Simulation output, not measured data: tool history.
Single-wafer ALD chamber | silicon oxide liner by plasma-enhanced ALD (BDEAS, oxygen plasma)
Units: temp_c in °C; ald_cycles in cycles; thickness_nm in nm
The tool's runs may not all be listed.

run	day	temp_c	ald_cycles	thickness_nm
1	0.000	315	55	5.1447
2	0.271	315	51	4.7602
3	0.417	326	51	4.6879
4	0.471	325	55	5.0480
5	0.533	315	55	5.1301
6	0.638	315	48	4.4886
7	0.883	314	53	4.9676

The next listed run, before its measurement:
8	1.062	312	62	?

{"run 8": {"thickness_nm": 5.815}}

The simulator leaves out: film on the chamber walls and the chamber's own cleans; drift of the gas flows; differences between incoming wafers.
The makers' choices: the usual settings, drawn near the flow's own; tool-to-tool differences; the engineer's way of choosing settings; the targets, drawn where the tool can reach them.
